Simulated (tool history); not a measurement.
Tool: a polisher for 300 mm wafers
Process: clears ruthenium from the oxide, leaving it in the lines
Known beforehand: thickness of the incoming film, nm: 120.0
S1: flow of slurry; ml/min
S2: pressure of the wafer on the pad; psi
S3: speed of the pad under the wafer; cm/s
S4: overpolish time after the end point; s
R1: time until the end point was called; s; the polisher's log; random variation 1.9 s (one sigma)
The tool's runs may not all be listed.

run	day	S1	S2	S3	S4	R1
1	0.000	150	2.2	106	17	97.671
2	0.162	150	2.1	106	17	99.846
3	0.288	150	2.1	106	19	102.500
4	0.612	150	2.1	106	17	99.765
5	0.958	150	2.0	106	17	103.070
6	1.075	150	2.0	124	17	90.473
7	1.117	150	1.9	124	17	92.629
8	1.392	145	1.3	118	17	120.240

Forecast run 9:
9	1.442	145	1.3	118	17	?

Logged for run 9: R1 122.930 s.
